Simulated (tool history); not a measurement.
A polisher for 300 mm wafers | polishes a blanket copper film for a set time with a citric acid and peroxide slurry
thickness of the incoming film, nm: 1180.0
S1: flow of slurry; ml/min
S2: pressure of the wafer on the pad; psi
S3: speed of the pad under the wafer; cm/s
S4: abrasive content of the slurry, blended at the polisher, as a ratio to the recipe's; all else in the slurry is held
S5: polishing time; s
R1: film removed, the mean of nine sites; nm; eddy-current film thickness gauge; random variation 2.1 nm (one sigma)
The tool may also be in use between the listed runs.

run 1 day=0.000 | S1=200 S2=3.9 S3=104 S4=1.0 S5=75 | R1=202.21
run 2 day=0.254 | S1=220 S2=3.9 S3=104 S4=1.0 S5=75 | R1=202.61
run 3 day=0.579 | S1=220 S2=4.0 S3=104 S4=1.0 S5=75 | R1=206.43
run 4 day=0.929 | S1=240 S2=4.0 S3=104 S4=1.0 S5=75 | R1=210.07
run 5 day=1.262 | S1=240 S2=4.1 S3=104 S4=1.0 S5=75 | R1=214.31
run 6 day=1.483 | S1=260 S2=4.1 S3=104 S4=1.0 S5=75 | R1=210.83

The next listed run, before its measurement:
run 7 day=1.550 | S1=260 S2=4.2 S3=104 S4=1.0 S5=75 | R1=?

Run 7 gave R1 218.52 nm.
